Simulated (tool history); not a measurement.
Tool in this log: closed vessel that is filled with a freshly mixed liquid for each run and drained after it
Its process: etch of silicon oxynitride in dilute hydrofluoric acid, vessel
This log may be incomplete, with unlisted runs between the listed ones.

| run | hour | temperature setpoint of the liquid (°C) | parts of water to one part of 49 % hydrofluoric acid (parts by volume) | time in the liquid (s) | thickness taken off the silicon oxynitride on a monitor wafer (nm) |
|---|---|---|---|---|---|
| 1 | 0 | 25 | 125 | 100 | 4.122 |
| 2 | 4 | 25 | 140 | 100 | 3.6516 |
| 3 | 10.3 | 26 | 140 | 100 | 3.816 |
| 4 | 14.7 | 24.5 | 150 | 100 | 3.3101 |
| 5 | 19 | 24.5 | 150 | 70 | 2.3128 |
| 6 | 23.4 | 23.5 | 150 | 70 | 2.199 |
| 7 | 28.2 | 23 | 150 | 70 | 2.1689 |
| 8 | 33.9 | 22.5 | 150 | 70 | 2.1004 |
| 9 | 35.5 | 22 | 150 | 70 | 2.0651 |
| 10 | 44.6 | 22 | 150 | 70 | 2.0525 |
| 11 | 51.2 | 22 | 150 | 70 | 2.0614 |
| 12 | 55.6 | 21.5 | 150 | 70 | 2.0291 |

Forecast run 13:
| 13 | 58.2 | 21 | 150 | 70 | ? |

thickness taken off the silicon oxynitride on a monitor wafer (nm): 1.9411
